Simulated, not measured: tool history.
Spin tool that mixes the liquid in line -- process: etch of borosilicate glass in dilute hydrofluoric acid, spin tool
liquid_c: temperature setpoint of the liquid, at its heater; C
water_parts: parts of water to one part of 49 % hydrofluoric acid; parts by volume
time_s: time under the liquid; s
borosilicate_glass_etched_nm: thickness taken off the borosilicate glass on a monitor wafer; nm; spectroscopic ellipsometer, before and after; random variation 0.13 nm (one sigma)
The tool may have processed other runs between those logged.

run	hour	liquid_c	water_parts	time_s	borosilicate_glass_etched_nm
1	0	23	270	260	26.559
2	8	21.5	270	260	25.187
3	12.7	21	285	260	22.899
4	14.4	21	210	260	33.906
5	17.4	21	210	260	33.828
6	18.3	20.5	230	260	29.583
7	24.1	20	250	260	26.186
8	31.9	19.5	265	260	23.584
9	36.3	19.5	265	260	23.652
10	37.8	19	275	260	22.141

Run 11 has not been measured yet. What should we expect?
11	38.7	18.5	285	260	?

{"run 11": {"borosilicate_glass_etched_nm": 20.746}}
